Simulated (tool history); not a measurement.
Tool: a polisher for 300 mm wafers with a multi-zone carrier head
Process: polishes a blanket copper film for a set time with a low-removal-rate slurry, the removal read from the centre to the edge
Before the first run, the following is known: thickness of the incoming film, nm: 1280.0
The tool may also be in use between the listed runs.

run,hour,flow of slurry (ml/min),pressure of the head's centre zone,pressure of the head's middle zone,pressure of the head's edge zone,abrasive content of the slurry,polishing time (s),film removed at the wafer's centre (nm),film removed at mid-radius (nm),film removed at the wafer's edge (nm)
1,0,235,1,1,1,1,63,151.58,157.13,161.46
2,7.8,235,1.08,1,1,1,63,160.36,156.64,160.62
3,16.5,225,1.06,0.95,0.97,0.85,56,135.32,130.21,135.41
4,17.7,225,1.06,0.95,0.91,0.85,56,137.86,131.72,133.93
5,24.8,225,1.06,0.95,0.87,0.85,56,135.68,132.68,131.14
6,30.6,225,1.06,0.95,0.87,0.95,56,137.96,134.77,134.19
7,35.6,215,1.05,0.91,0.88,0.85,50,120.51,113.29,117.12
8,41.6,205,1.03,0.88,0.88,0.75,47,107.5,100.61,107.75
9,50.5,205,1.03,0.88,0.88,0.75,47,107.84,101.82,107.04
10,54.5,195,1.03,0.86,0.89,0.7,45,100.03,92.96,101.45
11,56.6,185,1.03,0.85,0.88,0.65,45,98.82,90.505,98.851
12,62.7,175,1.03,0.84,0.88,0.6,45,95.191,88.425,97.57
13,69.1,175,1.03,0.83,0.88,0.55,44,92.306,86.031,96.192
14,72.1,170,1.04,0.82,0.87,0.55,44,91.537,84.03,93.144
15,75.1,165,1.05,0.82,0.87,0.55,44,93.264,83.029,92.509
16,79.1,160,1.05,0.82,0.87,0.55,44,92.612,83.282,91.979

Predict the results of run 17:
17,82.1,155,1.05,0.82,0.87,0.55,44,?,?,?

Run 17 gave film removed at the wafer's centre (nm) 92.822, film removed at mid-radius (nm) 82.274, film removed at the wafer's edge (nm) 93.614.
